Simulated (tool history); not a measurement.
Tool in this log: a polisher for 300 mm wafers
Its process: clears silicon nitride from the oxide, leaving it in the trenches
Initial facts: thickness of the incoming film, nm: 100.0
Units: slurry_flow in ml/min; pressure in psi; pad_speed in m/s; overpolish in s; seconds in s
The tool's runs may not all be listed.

Run 1, hour 0.0: slurry_flow 240 ml/min, pressure 2.8 psi, pad_speed 0.94 m/s, overpolish 14 s. Result: seconds 109.53 s.
Run 2, hour 3.9: slurry_flow 240 ml/min, pressure 2.4 psi, pad_speed 0.92 m/s, overpolish 14 s. Result: seconds 129.26 s.
Run 3, hour 5.5: slurry_flow 240 ml/min, pressure 2.9 psi, pad_speed 0.92 m/s, overpolish 14 s. Result: seconds 109.98 s.
Run 4, hour 6.3: slurry_flow 240 ml/min, pressure 2.5 psi, pad_speed 0.92 m/s, overpolish 14 s. Result: seconds 126.32 s.
Run 5, hour 12.5: slurry_flow 240 ml/min, pressure 2.5 psi, pad_speed 0.92 m/s, overpolish 14 s. Result: seconds 124.41 s.
Run 6, hour 18.0: slurry_flow 240 ml/min, pressure 1.9 psi, pad_speed 0.92 m/s, overpolish 14 s. Result: seconds 154.52 s.
Run 7, hour 20.2: slurry_flow 240 ml/min, pressure 1.8 psi, pad_speed 0.92 m/s, overpolish 14 s. Result: seconds 160.48 s.

What will run 8 give?
Run 8, hour 21.3: slurry_flow 240 ml/min, pressure 1.3 psi, pad_speed 0.90 m/s, overpolish 14 s. Result: seconds ?.

seconds: 213.27 s
